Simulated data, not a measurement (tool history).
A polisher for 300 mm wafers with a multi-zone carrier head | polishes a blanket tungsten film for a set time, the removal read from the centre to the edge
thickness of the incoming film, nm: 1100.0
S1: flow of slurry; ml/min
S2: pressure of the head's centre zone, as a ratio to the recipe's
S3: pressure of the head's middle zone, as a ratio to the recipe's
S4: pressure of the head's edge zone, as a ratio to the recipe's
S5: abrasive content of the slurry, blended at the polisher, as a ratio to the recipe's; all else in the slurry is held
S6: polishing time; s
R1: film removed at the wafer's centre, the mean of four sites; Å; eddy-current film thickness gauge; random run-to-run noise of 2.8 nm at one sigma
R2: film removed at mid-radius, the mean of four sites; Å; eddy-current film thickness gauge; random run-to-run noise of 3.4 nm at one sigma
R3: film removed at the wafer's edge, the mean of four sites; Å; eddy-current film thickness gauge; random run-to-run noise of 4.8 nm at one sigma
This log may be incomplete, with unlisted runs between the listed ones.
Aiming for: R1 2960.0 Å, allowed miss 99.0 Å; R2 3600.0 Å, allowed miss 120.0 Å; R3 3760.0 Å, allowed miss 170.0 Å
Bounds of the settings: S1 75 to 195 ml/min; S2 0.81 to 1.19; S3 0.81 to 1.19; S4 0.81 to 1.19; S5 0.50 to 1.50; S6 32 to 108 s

run  hour   S1    S2    S3    S4    S5  S6      R1      R2      R3
  1   0.0  125  1.00  1.00  1.00  1.00  70  2550.1  2718.2  2672.3
  2   2.7  130  0.98  1.00  1.03  1.10  71  2672.6  2836.1  2875.2
  3  10.6  135  0.96  1.02  1.06  1.15  71  2681.4  2880.8  2921.2
  4  11.7  135  0.96  1.02  1.03  1.15  71  2706.1  2920.0  2873.7
  5  15.9  135  0.96  1.02  1.03  0.95  71  2515.9  2728.6  2670.1
  6  24.6  105  0.96  1.02  1.03  0.95  71  2327.5  2607.2  2631.0
  7  27.4  100  0.95  1.04  1.05  1.05  73  2427.9  2774.5  2817.8
  8  31.0  100  0.94  1.06  1.07  1.15  74  2563.4  2940.3  2864.5
  9  33.1  100  0.91  1.06  1.09  1.20  76  2558.1  3080.1  3085.8
 10  35.9  110  0.90  1.06  1.11  1.25  76  2624.5  3170.0  3185.9
 11  44.5  120  0.89  1.06  1.13  1.30  76  2700.7  3284.7  3307.1
 12  47.6  125  0.88  1.06  1.14  1.35  76  2708.7  3399.7  3416.2
 13  50.4  130  0.88  1.05  1.15  1.35  76  2749.3  3327.5  3355.2
 14  59.3  130  0.87  1.04  1.16  1.40  77  2766.8  3420.8  3497.7
 15  61.5  135  0.87  1.04  1.17  1.40  77  2809.3  3418.8  3560.8
 16  63.0  140  0.87  1.04  1.17  1.40  77  2790.8  3389.6  3565.1
 17  71.8  145  0.87  1.05  1.17  1.40  77  2900.0  3450.7  3502.7

Which of these 5 next moves meets every target?
  A  80.6  135  0.82  1.04  1.19  1.45  79   ?   ?   ?
  B  80.6  135  0.81  1.13  1.15  1.40  82   ?   ?   ?
  C  80.6  170  0.85  1.03  1.19  1.40  78   ?   ?   ?
  D  80.6  130  0.84  1.06  1.15  1.40  78   ?   ?   ?
  E  80.6   90  0.81  1.01  1.19  1.45  95   ?   ?   ?

move      R1      R2      R3
   A  2757.3  3531.7  3673.7
   B  2800.1  3892.2  3700.0
   C  2912.9  3560.5  3692.7
   D  2730.9  3479.1  3504.7
   E  2956.1  3785.6  4153.8
A: puts the biggest miss on target and leaves a different result outside tolerance
B: puts the biggest miss on target and leaves a different result outside tolerance
C: hits every target within its allowed miss
D: the biggest miss grows against the last run
E: takes the result that was furthest off past its target
Answer: C
